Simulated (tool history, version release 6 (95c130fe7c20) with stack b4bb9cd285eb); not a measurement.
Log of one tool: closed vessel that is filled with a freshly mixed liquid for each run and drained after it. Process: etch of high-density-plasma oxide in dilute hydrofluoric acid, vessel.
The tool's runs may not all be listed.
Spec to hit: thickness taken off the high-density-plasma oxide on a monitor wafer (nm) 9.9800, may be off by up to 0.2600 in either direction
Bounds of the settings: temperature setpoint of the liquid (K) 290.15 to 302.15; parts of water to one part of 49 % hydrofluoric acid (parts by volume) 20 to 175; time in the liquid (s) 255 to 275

run  hour  temperature setpoint of the liquid (K)  parts of water to one part of 49 % hydrofluoric acid (parts by volume)  time in the liquid (s)  thickness taken off the high-density-plasma oxide on a monitor wafer (nm)
  1   0.0                                  294.15                                                                      95                     255                                                                    12.4170
  2   6.3                                  293.65                                                                      95                     255                                                                    12.2390
  3  12.4                                  293.65                                                                     125                     255                                                                     8.8972
  4  19.3                                  293.65                                                                      95                     255                                                                    12.2330
  5  24.3                                  293.65                                                                      95                     255                                                                    12.1530
  6  29.5                                  293.65                                                                      70                     255                                                                    16.9700
  7  37.9                                  290.15                                                                     105                     255                                                                     9.4386
  8  39.9                                  290.65                                                                     105                     255                                                                     9.7554

4 next moves are on the table. One of them brings every result within its allowed miss. Which?
  A  41.9                                  291.15                                                                     115                     260                                                                          ?
  B  41.9                                  290.15                                                                     100                     255                                                                          ?
  C  41.9                                  290.15                                                                     105                     255                                                                          ?
  D  41.9                                  291.15                                                                     120                     275                                                                          ?

move  thickness taken off the high-density-plasma oxide on a monitor wafer (nm)
   A                                                                     9.1836
   B                                                                    10.0900
   C                                                                     9.5600
   D                                                                     9.2606
A: moves away from the targets compared with the last run
B: in spec on every target
C: moves away from the targets compared with the last run
D: moves away from the targets compared with the last run
Correct choice: B, which meets every target
